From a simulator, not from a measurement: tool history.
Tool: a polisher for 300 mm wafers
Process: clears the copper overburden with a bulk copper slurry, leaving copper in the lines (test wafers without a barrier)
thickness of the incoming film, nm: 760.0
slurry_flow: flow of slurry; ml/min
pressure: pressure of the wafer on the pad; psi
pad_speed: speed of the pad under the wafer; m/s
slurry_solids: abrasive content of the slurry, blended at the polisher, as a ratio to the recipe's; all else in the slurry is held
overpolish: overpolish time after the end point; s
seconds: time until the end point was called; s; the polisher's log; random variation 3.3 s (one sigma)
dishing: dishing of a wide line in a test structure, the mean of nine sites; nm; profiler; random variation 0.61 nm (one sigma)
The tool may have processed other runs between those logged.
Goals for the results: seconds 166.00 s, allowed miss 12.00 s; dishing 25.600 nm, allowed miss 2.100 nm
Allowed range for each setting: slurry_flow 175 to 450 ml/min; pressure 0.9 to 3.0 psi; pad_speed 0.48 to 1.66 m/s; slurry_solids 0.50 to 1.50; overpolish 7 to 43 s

run	day	slurry_flow	pressure	pad_speed	slurry_solids	overpolish	seconds	dishing
1	0.000	290	1.9	1.06	1.00	22	121.97	65.049
2	0.342	290	1.9	1.24	1.00	22	114.55	69.878
3	0.400	290	1.6	1.24	1.00	22	130.44	59.014
4	0.662	290	1.6	1.24	1.10	22	125.05	63.975
5	1.033	290	1.6	1.24	0.90	22	134.25	61.262
6	1.388	290	1.6	1.24	1.10	22	123.04	63.275
# day 1.608: slurry nozzle cleaned
7	1.608	315	1.5	1.14	1.20	19	136.61	51.742
8	1.733	340	1.4	1.14	1.25	17	137.71	49.089
9	1.838	260	0.9	1.42	1.00	7	193.29	19.628
10	2.175	270	0.9	1.42	1.00	7	189.55	20.299
11	2.421	280	0.9	1.42	1.00	7	184.68	20.008
12	2.471	285	0.9	1.40	1.00	8	194.13	21.682
13	2.817	285	0.9	1.40	1.00	8	192.60	21.801
14	2.983	290	0.9	1.40	1.00	8	187.80	22.382
15	3.142	295	0.9	1.40	1.00	8	184.52	21.550
16	3.408	300	0.9	1.40	1.00	8	187.07	22.803
17	3.638	305	0.9	1.40	1.00	8	190.60	22.604
18	3.725	310	0.9	1.40	1.00	8	194.51	21.589

Of the 5 settings listed for the next run, only one would bring every result within its allowed miss of target. Which one?
A	3.812	235	0.9	1.32	0.95	11	?	?
B	3.812	285	1.0	1.46	1.00	8	?	?
C	3.812	350	1.1	1.42	0.75	7	?	?
D	3.812	270	0.9	1.62	0.95	7	?	?
E	3.812	295	1.1	1.56	1.10	7	?	?

move	seconds	dishing
A	216.01	26.335
B	171.58	24.788
C	175.01	22.019
D	174.75	21.736
E	142.18	26.093
A: misses by more than the last run did
B: all results land within tolerance of their targets
C: the furthest-off result lands on target, but another misses its tolerance
D: the furthest-off result lands on target, but another misses its tolerance
E: takes the biggest miss from the last run beyond its target
Move B is the one to make.
